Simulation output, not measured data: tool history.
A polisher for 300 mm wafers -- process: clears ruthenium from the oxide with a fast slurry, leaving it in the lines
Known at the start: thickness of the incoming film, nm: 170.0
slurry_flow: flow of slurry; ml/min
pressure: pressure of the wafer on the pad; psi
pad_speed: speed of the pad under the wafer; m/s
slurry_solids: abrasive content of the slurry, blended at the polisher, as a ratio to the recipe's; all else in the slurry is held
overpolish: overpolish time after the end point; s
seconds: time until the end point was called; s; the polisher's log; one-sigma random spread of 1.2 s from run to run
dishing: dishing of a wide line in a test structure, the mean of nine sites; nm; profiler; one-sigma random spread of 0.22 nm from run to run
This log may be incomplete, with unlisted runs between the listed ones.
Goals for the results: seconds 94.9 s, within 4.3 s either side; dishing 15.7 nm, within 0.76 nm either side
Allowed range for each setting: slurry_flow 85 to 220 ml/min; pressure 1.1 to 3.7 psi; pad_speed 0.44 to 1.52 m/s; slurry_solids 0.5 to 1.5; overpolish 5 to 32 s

run 1 hour=0 | slurry_flow=140 pressure=2.4 pad_speed=0.98 slurry_solids=1 overpolish=16 | seconds=42.239 dishing=47.056
run 2 hour=2.9 | slurry_flow=140 pressure=2.4 pad_speed=1.08 slurry_solids=1 overpolish=16 | seconds=37.893 dishing=50.521
run 3 hour=4.8 | slurry_flow=145 pressure=2.3 pad_speed=1.02 slurry_solids=1 overpolish=15 | seconds=40.739 dishing=44.143
run 4 hour=12.9 | slurry_flow=145 pressure=2.3 pad_speed=1.02 slurry_solids=1 overpolish=12 | seconds=40.65 dishing=37.153
run 5 hour=15.8 | slurry_flow=145 pressure=2.3 pad_speed=1.02 slurry_solids=1 overpolish=6 | seconds=40.402 dishing=19.696
run 6 hour=20.1 | slurry_flow=145 pressure=1.9 pad_speed=1.02 slurry_solids=1 overpolish=6 | seconds=46.513 dishing=17.341
run 7 hour=25.4 | slurry_flow=140 pressure=1.8 pad_speed=0.98 slurry_solids=1 overpolish=7 | seconds=50.863 dishing=18.96
run 8 hour=30.6 | slurry_flow=110 pressure=1.2 pad_speed=0.7 slurry_solids=1 overpolish=8 | seconds=98.56 dishing=11.446
run 9 hour=38.9 | slurry_flow=110 pressure=1.3 pad_speed=0.68 slurry_solids=1 overpolish=10 | seconds=94.316 dishing=14.606

Consider the 5 candidate settings below. Which is the only one whose results all fall within their allowed miss of target?
run A hour=47.2 | slurry_flow=120 pressure=1.3 pad_speed=0.72 slurry_solids=1 overpolish=9 | seconds=? dishing=?
run B hour=47.2 | slurry_flow=110 pressure=1.1 pad_speed=0.72 slurry_solids=1.05 overpolish=10 | seconds=? dishing=?
run C hour=47.2 | slurry_flow=115 pressure=1.2 pad_speed=0.7 slurry_solids=1.05 overpolish=11 | seconds=? dishing=?
run D hour=47.2 | slurry_flow=105 pressure=2 pad_speed=0.58 slurry_solids=0.9 overpolish=9 | seconds=? dishing=?
run E hour=47.2 | slurry_flow=95 pressure=1.5 pad_speed=0.68 slurry_solids=1.05 overpolish=9 | seconds=? dishing=?

move=A seconds=89.156 dishing=14.279
move=B seconds=99.086 dishing=14.276
move=C seconds=95.742 dishing=16.152
move=D seconds=85.774 dishing=14.816
move=E seconds=88.081 dishing=14.445
A: misses by more than the last run did
B: misses by more than the last run did
C: every result within its allowed miss
D: misses by more than the last run did
E: misses by more than the last run did
C is the move that brings every result within its allowed miss.
